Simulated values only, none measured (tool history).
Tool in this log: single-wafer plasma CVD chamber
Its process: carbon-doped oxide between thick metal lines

run  hour  heater temperature setpoint (°C)  chamber pressure (Torr)  RF power (W)  deposition time (s)  mean film thickness on the monitor wafer (angstrom)
  1     0                               345                     6.32           565                  193                                                10977
  2   0.6                               343                     6.54           585                  193                                                11232
  3     7                               343                     6.54           585                  193                                                11200
  4  13.1                               343                     7.27           585                  193                                                11188
  5  20.1                               343                     7.27           525                  193                                                10636
  6  25.5                               333                     7.27           525                  193                                                11180

For run 7, what comes out?
  7  29.6                               331                     7.28           540                  193                                                    ?

{"run 7": {"mean film thickness on the monitor wafer (angstrom)": 11243}}
